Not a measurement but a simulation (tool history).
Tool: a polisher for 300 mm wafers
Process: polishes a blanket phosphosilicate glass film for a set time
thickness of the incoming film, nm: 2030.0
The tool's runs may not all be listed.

| run | day | flow of slurry (ml/min) | pressure of the wafer on the pad (psi) | speed of the pad under the wafer (m/s) | abrasive content of the slurry | polishing time (s) | film removed (angstrom) |
|---|---|---|---|---|---|---|---|
| 1 | 0 | 275 | 2.6 | 1.14 | 1 | 129 | 8603.4 |
| 2 | 0.2 | 275 | 2.6 | 1.14 | 1 | 129 | 8663 |
| 3 | 0.321 | 275 | 2.6 | 1.14 | 0.85 | 129 | 8009 |
| 4 | 0.383 | 225 | 2.6 | 1.14 | 0.85 | 129 | 7854 |
| 5 | 0.725 | 225 | 2.6 | 1.14 | 0.75 | 129 | 7228.8 |
| 6 | 1.025 | 215 | 2.4 | 1.14 | 0.75 | 129 | 6873.9 |

Run 7 comes next. What will it give?
| 7 | 1.271 | 210 | 2.2 | 1.14 | 0.75 | 129 | ? |

Run 7 gave film removed (angstrom) 6417.
